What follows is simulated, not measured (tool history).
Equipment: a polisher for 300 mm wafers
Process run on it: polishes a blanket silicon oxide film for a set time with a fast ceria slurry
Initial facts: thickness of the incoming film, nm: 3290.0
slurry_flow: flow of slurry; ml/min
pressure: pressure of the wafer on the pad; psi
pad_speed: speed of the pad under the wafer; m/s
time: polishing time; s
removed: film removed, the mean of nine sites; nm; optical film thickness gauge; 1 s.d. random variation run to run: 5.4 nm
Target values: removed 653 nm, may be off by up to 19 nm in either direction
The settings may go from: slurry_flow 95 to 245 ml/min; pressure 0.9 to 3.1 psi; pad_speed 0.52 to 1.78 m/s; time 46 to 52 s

run    day  slurry_flow  pressure  pad_speed  time  removed
  1      0          155         2       1.14    52   758.93
  2  0.142          150         2       1.14    52   762.33
  3  0.271          150       2.5       1.14    52   949.42
  4  0.446          145       2.4       1.14    52   908.34
  5  0.508          145       2.4       1.14    46   801.03
  6  0.621          140       2.3       1.14    46   765.23
     0.892  -- worn pad replaced by a new one
  7  0.892          135       2.3       1.14    46   824.37
  8  1.158          150       2.3       1.14    46   853.25

Which of these 4 next moves meets every target?
  A  1.425          125       2.2        0.9    48        ?
  B  1.425          140       2.2       0.86    46        ?
  C  1.425          160       2.1       1.04    46        ?
  D  1.425          195       2.3       1.44    49        ?

move  removed
   A   642.95
   B   601.83
   C   705.95
   D   1159.2
A: every result lands within tolerance
B: takes the biggest miss from the last run beyond its target
C: gains on the last run, yet a result remains outside its allowed miss
D: lands further from the targets than the last run did
So the answer is move A, the one that meets all the targets.
